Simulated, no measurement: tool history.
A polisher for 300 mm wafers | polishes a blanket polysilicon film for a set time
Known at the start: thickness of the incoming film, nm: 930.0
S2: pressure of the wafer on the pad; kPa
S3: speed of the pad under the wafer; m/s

{"run": 1, "day": 0.0, "flow of slurry (ml/min)": 200, "S2": 13.1, "S3": 1.22, "polishing time (s)": 22, "film removed (Å)": 1333.1}
{"run": 2, "day": 0.271, "flow of slurry (ml/min)": 165, "S2": 13.1, "S3": 1.22, "polishing time (s)": 22, "film removed (Å)": 1265.2}
{"run": 3, "day": 0.629, "flow of slurry (ml/min)": 160, "S2": 11.0, "S3": 1.2, "polishing time (s)": 22, "film removed (Å)": 1050.3}
{"run": 4, "day": 0.958, "flow of slurry (ml/min)": 155, "S2": 9.7, "S3": 1.2, "polishing time (s)": 22, "film removed (Å)": 927.96}
{"run": 5, "day": 1.304, "flow of slurry (ml/min)": 155, "S2": 9.7, "S3": 1.34, "polishing time (s)": 22, "film removed (Å)": 1028.9}
{"run": 6, "day": 1.654, "flow of slurry (ml/min)": 185, "S2": 9.7, "S3": 1.34, "polishing time (s)": 22, "film removed (Å)": 1062.4}

Run 7 has not been measured yet. What should we expect?
{"run": 7, "day": 1.933, "flow of slurry (ml/min)": 185, "S2": 9.7, "S3": 1.34, "polishing time (s)": 22, "film removed (Å)": "?"}

{"run 7": {"film removed (Å)": 1065.5}}

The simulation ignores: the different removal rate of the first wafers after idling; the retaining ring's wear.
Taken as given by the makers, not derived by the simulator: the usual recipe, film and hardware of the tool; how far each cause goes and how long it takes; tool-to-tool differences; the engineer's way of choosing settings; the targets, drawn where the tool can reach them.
